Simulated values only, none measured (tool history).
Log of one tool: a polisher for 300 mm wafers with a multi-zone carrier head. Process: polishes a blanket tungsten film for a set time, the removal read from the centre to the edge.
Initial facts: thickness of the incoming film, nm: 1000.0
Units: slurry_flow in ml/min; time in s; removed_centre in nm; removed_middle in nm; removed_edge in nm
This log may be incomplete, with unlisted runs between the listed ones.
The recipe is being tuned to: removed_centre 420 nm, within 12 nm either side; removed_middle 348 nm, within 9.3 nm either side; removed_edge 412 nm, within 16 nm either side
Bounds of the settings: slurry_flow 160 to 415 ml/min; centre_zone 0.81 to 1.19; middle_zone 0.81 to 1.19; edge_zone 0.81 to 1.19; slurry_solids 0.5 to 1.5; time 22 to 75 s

run,hour,slurry_flow,centre_zone,middle_zone,edge_zone,slurry_solids,time,removed_centre,removed_middle,removed_edge
1,0,265,1,1,1,1,48,329.44,338.73,350.66
2,4.2,265,1,1,1,1,37,251.71,267.26,264.63
3,9.1,265,1,1,1,0.9,37,250.34,259.59,262.98
4,11.7,265,1.03,1,1,0.9,37,255.78,259.96,265.98
5,15.3,265,1.03,1,1,0.9,29,199.45,203.06,206.54
6,22.9,275,1.05,0.99,1.02,0.95,32,227.11,225.73,231.25
7,27.9,275,1.06,0.97,1.04,1,35,250.76,242.97,257.89
8,29.3,345,1.16,0.94,1.14,1.25,45,370.52,319.74,368.34
9,36.3,350,1.16,0.94,1.14,1.3,45,372.94,324.4,366.54

Which single option among these 4 for the next run brings every result within its allowed miss of target? Just one does.
A,43.3,280,1.08,1.12,1.08,1.4,41,?,?,?
B,43.3,310,1,0.88,1.19,1.45,46,?,?,?
C,43.3,415,1.1,1.06,0.98,1.35,43,?,?,?
D,43.3,415,1.17,0.9,1.17,1.3,50,?,?,?

move,removed_centre,removed_middle,removed_edge
A,316.94,338.18,329.19
B,336.81,313.93,394.05
C,346.28,345.98,334.65
D,422.12,348.26,423.49
A: misses by more than the last run did
B: misses by more than the last run did
C: misses by more than the last run did
D: meets every target
So the answer is move D, the one that meets all the targets.
